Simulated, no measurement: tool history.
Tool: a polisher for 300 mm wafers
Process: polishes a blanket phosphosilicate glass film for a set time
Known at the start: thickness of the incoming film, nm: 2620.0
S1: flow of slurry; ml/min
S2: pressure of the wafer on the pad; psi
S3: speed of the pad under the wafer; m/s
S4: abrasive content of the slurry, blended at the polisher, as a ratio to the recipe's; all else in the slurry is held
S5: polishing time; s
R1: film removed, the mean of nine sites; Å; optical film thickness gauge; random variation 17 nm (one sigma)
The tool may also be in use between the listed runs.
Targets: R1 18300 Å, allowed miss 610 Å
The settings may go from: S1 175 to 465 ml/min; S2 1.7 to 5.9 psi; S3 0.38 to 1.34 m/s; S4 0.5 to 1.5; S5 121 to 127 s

run 1 hour=0 | S1=295 S2=3.8 S3=0.86 S4=1 S5=121 | R1=13083
run 2 hour=4.9 | S1=295 S2=3.4 S3=0.86 S4=1 S5=121 | R1=11994
run 3 hour=5.7 | S1=295 S2=3.4 S3=0.86 S4=1.2 S5=121 | R1=12905
run 4 hour=9.7 | S1=295 S2=3.4 S3=0.86 S4=1.2 S5=121 | R1=12927
run 5 hour=11.1 | S1=295 S2=3.4 S3=0.76 S4=1.2 S5=121 | R1=11463
run 6 hour=20 | S1=295 S2=3 S3=0.76 S4=1.2 S5=121 | R1=10529
run 7 hour=26.4 | S1=295 S2=3.7 S3=0.76 S4=1.2 S5=121 | R1=12355
run 8 hour=31.2 | S1=295 S2=4.2 S3=0.76 S4=1.2 S5=121 | R1=14288
run 9 hour=35.4 | S1=295 S2=4.5 S3=0.76 S4=1.2 S5=121 | R1=15525
run 10 hour=36.6 | S1=295 S2=4.7 S3=0.76 S4=1.2 S5=121 | R1=16077
run 11 hour=44.3 | S1=295 S2=4.9 S3=0.76 S4=1.2 S5=121 | R1=16426
run 12 hour=45.6 | S1=295 S2=5.1 S3=0.76 S4=1.2 S5=121 | R1=17236
run 13 hour=48.5 | S1=295 S2=5.2 S3=0.76 S4=1.2 S5=121 | R1=17219

4 next moves are on the table. One of them brings every result within its allowed miss. Which?
run A hour=51.4 | S1=285 S2=4.7 S3=0.76 S4=1.15 S5=121 | R1=?
run B hour=51.4 | S1=370 S2=5.5 S3=0.7 S4=1.15 S5=127 | R1=?
run C hour=51.4 | S1=310 S2=4.9 S3=0.76 S4=1.1 S5=121 | R1=?
run D hour=51.4 | S1=325 S2=5 S3=0.7 S4=1.25 S5=121 | R1=?

move=A R1=15750
move=B R1=18456
move=C R1=16255
move=D R1=16352
A: further off than the last run
B: meets every target
C: further off than the last run
D: further off than the last run
Move B is the one to make.
